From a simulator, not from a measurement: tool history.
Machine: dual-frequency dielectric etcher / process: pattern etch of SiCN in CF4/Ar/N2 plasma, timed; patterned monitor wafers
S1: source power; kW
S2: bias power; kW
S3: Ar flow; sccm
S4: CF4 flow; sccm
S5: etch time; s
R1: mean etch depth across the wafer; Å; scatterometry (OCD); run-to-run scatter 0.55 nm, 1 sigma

| run | hour | S1 | S2 | S3 | S4 | S5 | R1 |
|---|---|---|---|---|---|---|---|
| 1 | 0 | 0.39 | 0.096 | 115 | 74 | 113.5 | 890.01 |
| 2 | 4.8 | 0.39 | 0.096 | 101 | 74 | 113.5 | 900.31 |
| 3 | 5.8 | 0.39 | 0.096 | 83 | 74 | 113.5 | 921.18 |
| 4 | 10.4 | 0.39 | 0.096 | 96 | 74 | 113.5 | 904.7 |
| 5 | 16.9 | 0.39 | 0.096 | 96 | 74 | 113.5 | 907.6 |
| 6 | 22 | 0.4 | 0.096 | 96 | 74 | 113.5 | 933.83 |
| 7 | 28.7 | 0.41 | 0.096 | 96 | 74 | 113.5 | 955.11 |

Expected results for the next run?
| 8 | 30.3 | 0.45 | 0.097 | 96 | 74 | 113.5 | ? |

{"run 8": {"R1": 1053.7}}
